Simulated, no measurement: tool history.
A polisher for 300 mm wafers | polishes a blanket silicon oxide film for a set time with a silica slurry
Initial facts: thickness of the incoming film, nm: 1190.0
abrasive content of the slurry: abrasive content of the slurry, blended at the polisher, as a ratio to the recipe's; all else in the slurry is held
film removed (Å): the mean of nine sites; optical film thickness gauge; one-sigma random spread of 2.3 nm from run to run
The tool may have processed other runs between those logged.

| run | hour | flow of slurry (ml/min) | pressure of the wafer on the pad (psi) | speed of the pad under the wafer (cm/s) | abrasive content of the slurry | polishing time (s) | film removed (Å) |
|---|---|---|---|---|---|---|---|
| 1 | 0.0 | 220 | 4.6 | 124 | 1.0 | 63 | 2561.0 |
| 2 | 7.0 | 220 | 4.6 | 110 | 1.0 | 63 | 2379.3 |
| 3 | 12.4 | 220 | 4.6 | 134 | 1.0 | 63 | 2628.3 |
| 4 | 19.1 | 220 | 4.6 | 150 | 1.0 | 63 | 2899.0 |
| 5 | 23.1 | 220 | 4.1 | 148 | 1.0 | 63 | 2543.0 |
| 6 | 26.6 | 220 | 3.4 | 148 | 1.0 | 63 | 2207.9 |

What does the tool deliver on the next run?
| 7 | 31.4 | 220 | 3.2 | 148 | 1.0 | 63 | ? |

film removed (Å): 2125.0
